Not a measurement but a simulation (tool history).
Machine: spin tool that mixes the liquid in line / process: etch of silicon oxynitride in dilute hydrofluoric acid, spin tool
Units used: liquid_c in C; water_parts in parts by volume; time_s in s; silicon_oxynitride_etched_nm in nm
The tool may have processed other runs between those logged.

run,hour,liquid_c,water_parts,time_s,silicon_oxynitride_etched_nm
1,0.0,25.0,150,295,5.7803
2,7.6,25.0,175,295,4.9017
3,14.6,25.0,175,295,4.8932
4,19.9,27.0,170,295,5.5507
5,25.9,28.5,165,295,6.0943
6,31.8,28.5,190,295,5.1071
7,36.1,29.5,180,295,5.7488

Forecast run 8:
8,37.7,30.5,175,295,?

silicon_oxynitride_etched_nm: 6.1944 nm
